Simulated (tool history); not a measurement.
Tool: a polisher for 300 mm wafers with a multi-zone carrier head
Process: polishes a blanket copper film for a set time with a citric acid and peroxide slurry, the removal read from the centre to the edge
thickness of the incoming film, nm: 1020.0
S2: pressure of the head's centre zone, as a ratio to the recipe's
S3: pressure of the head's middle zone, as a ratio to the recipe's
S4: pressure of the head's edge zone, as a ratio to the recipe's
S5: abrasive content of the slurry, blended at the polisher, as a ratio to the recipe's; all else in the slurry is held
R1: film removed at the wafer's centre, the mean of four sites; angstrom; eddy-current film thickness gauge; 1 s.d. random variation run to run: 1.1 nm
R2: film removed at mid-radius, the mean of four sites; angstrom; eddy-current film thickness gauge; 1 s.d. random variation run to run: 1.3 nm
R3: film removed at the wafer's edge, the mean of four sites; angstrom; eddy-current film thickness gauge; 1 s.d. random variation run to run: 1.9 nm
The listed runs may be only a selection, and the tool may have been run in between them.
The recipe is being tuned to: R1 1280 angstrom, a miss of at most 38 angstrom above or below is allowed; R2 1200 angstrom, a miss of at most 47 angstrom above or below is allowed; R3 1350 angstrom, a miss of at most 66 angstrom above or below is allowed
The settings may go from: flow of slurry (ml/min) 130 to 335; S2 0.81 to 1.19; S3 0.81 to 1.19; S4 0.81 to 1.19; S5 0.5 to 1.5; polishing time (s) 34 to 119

Run 1, day 0: flow of slurry (ml/min) 215, S2 1, S3 1, S4 1, S5 1, polishing time (s) 76. Result: R1 1476.7 angstrom, R2 1460.4 angstrom, R3 1441.1 angstrom.
Run 2, day 0.058: flow of slurry (ml/min) 215, S2 1, S3 1.08, S4 1, S5 1, polishing time (s) 76. Result: R1 1509.5 angstrom, R2 1574.5 angstrom, R3 1430.6 angstrom.
Run 3, day 0.242: flow of slurry (ml/min) 215, S2 1, S3 1.08, S4 1, S5 1, polishing time (s) 63. Result: R1 1252.1 angstrom, R2 1285 angstrom, R3 1186.1 angstrom.
Run 4, day 0.521: flow of slurry (ml/min) 215, S2 0.96, S3 1.08, S4 1, S5 1, polishing time (s) 63. Result: R1 1175.7 angstrom, R2 1289.4 angstrom, R3 1166.5 angstrom.
Run 5, day 0.875: flow of slurry (ml/min) 190, S2 0.96, S3 1.08, S4 1, S5 1, polishing time (s) 63. Result: R1 1142.4 angstrom, R2 1286.4 angstrom, R3 1171.9 angstrom.
Run 6, day 1.225: flow of slurry (ml/min) 190, S2 0.96, S3 1.08, S4 1.03, S5 1, polishing time (s) 63. Result: R1 1162.6 angstrom, R2 1247.1 angstrom, R3 1190.8 angstrom.
Run 7, day 1.508: flow of slurry (ml/min) 190, S2 0.96, S3 1.07, S4 1.05, S5 1.05, polishing time (s) 63. Result: R1 1183.8 angstrom, R2 1250.7 angstrom, R3 1175.5 angstrom.
Run 8, day 1.754: flow of slurry (ml/min) 180, S2 0.96, S3 1.04, S4 1.06, S5 1.05, polishing time (s) 65. Result: R1 1206.3 angstrom, R2 1272.7 angstrom, R3 1265.7 angstrom.
Run 9, day 1.904: flow of slurry (ml/min) 180, S2 0.97, S3 1.02, S4 1.07, S5 1.05, polishing time (s) 65. Result: R1 1207.3 angstrom, R2 1262.8 angstrom, R3 1244 angstrom.
Run 10, day 2.108: flow of slurry (ml/min) 180, S2 0.97, S3 0.99, S4 1.09, S5 1.05, polishing time (s) 65. Result: R1 1206.3 angstrom, R2 1213.5 angstrom, R3 1267.6 angstrom.
Run 11, day 2.454: flow of slurry (ml/min) 180, S2 0.97, S3 0.98, S4 1.1, S5 1.05, polishing time (s) 65. Result: R1 1197.7 angstrom, R2 1209.5 angstrom, R3 1259.8 angstrom.
Run 12, day 2.788: flow of slurry (ml/min) 180, S2 0.97, S3 0.96, S4 1.11, S5 1.1, polishing time (s) 65. Result: R1 1216.8 angstrom, R2 1201.2 angstrom, R3 1283.4 angstrom.
Run 13, day 2.933: flow of slurry (ml/min) 180, S2 0.97, S3 0.95, S4 1.12, S5 1.1, polishing time (s) 65. Result: R1 1230.6 angstrom, R2 1205.5 angstrom, R3 1281.6 angstrom.
Run 14, day 3.112: flow of slurry (ml/min) 180, S2 0.97, S3 0.94, S4 1.13, S5 1.1, polishing time (s) 65. Result: R1 1222.7 angstrom, R2 1191.2 angstrom, R3 1298.4 angstrom.
Run 15, day 3.154: flow of slurry (ml/min) 185, S2 0.97, S3 0.93, S4 1.14, S5 1.1, polishing time (s) 65. Result: R1 1230.4 angstrom, R2 1186.2 angstrom, R3 1303.4 angstrom.
Run 16, day 3.421: flow of slurry (ml/min) 190, S2 0.97, S3 0.93, S4 1.15, S5 1.1, polishing time (s) 65. Result: R1 1235.2 angstrom, R2 1172.7 angstrom, R3 1365.5 angstrom.

Pick the move, out of 4, that brings all results within their allowed miss; only one does.
Run A, day 3.688: flow of slurry (ml/min) 210, S2 0.94, S3 0.88, S4 1.05, S5 1.25, polishing time (s) 66. Result: R1 ?, R2 ?, R3 ?.
Run B, day 3.688: flow of slurry (ml/min) 180, S2 1.06, S3 0.89, S4 1.12, S5 1.1, polishing time (s) 63. Result: R1 ?, R2 ?, R3 ?.
Run C, day 3.688: flow of slurry (ml/min) 130, S2 0.91, S3 1.02, S4 0.83, S5 1.3, polishing time (s) 70. Result: R1 ?, R2 ?, R3 ?.
Run D, day 3.688: flow of slurry (ml/min) 190, S2 1.07, S3 0.91, S4 1.16, S5 1.2, polishing time (s) 65. Result: R1 ?, R2 ?, R3 ?.

move      R1      R2      R3
   A  1269.3  1210.2  1340.2
   B  1273.4  1100.7  1255.2
   C  1181.8  1329.4  1199.9
   D  1368.6    1193  1355.4
A: every result lands within tolerance
B: brings the last run's worst result on target, with another outside its allowed miss
C: further off than the last run
D: carries the result that was furthest off beyond its target, to the other side
A meets every target.
